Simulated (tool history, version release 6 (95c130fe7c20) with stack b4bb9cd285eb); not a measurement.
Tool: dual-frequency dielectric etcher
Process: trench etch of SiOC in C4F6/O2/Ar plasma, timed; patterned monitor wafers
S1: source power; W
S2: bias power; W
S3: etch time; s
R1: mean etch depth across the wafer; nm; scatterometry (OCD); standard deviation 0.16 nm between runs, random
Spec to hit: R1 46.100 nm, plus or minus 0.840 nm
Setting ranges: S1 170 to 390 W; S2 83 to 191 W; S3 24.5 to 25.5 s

Run 1, day 0.000: S1 280 W, S2 137 W, S3 24.5 s. Result: R1 41.000 nm.
Run 2, day 0.321: S1 260 W, S2 137 W, S3 24.5 s. Result: R1 39.882 nm.
Run 3, day 0.383: S1 260 W, S2 137 W, S3 24.5 s. Result: R1 39.718 nm.
Run 4, day 0.458: S1 290 W, S2 139 W, S3 24.5 s. Result: R1 42.031 nm.
Run 5, day 0.633: S1 270 W, S2 139 W, S3 24.5 s. Result: R1 40.654 nm.
Run 6, day 0.692: S1 290 W, S2 141 W, S3 24.5 s. Result: R1 42.194 nm.
Run 7, day 1.050: S1 300 W, S2 142 W, S3 24.5 s. Result: R1 42.872 nm.
Run 8, day 1.242: S1 310 W, S2 143 W, S3 24.5 s. Result: R1 43.464 nm.
Run 9, day 1.512: S1 320 W, S2 144 W, S3 24.5 s. Result: R1 43.941 nm.
Run 10, day 1.846: S1 330 W, S2 145 W, S3 24.5 s. Result: R1 45.094 nm.

Consider the 4 candidate settings below. Which is the only one whose results all fall within their allowed miss of target?
Run A, day 2.179: S1 360 W, S2 146 W, S3 25.5 s. Result: R1 ?.
Run B, day 2.179: S1 320 W, S2 142 W, S3 25.5 s. Result: R1 ?.
Run C, day 2.179: S1 350 W, S2 152 W, S3 25.5 s. Result: R1 ?.
Run D, day 2.179: S1 350 W, S2 163 W, S3 25.0 s. Result: R1 ?.

move      R1
   A  48.408
   B  45.685
   C  48.442
   D  48.543
A: takes the biggest miss from the last run beyond its target
B: every result lands within tolerance
C: takes the biggest miss from the last run beyond its target
D: takes the biggest miss from the last run beyond its target
Go with B: it meets all targets.
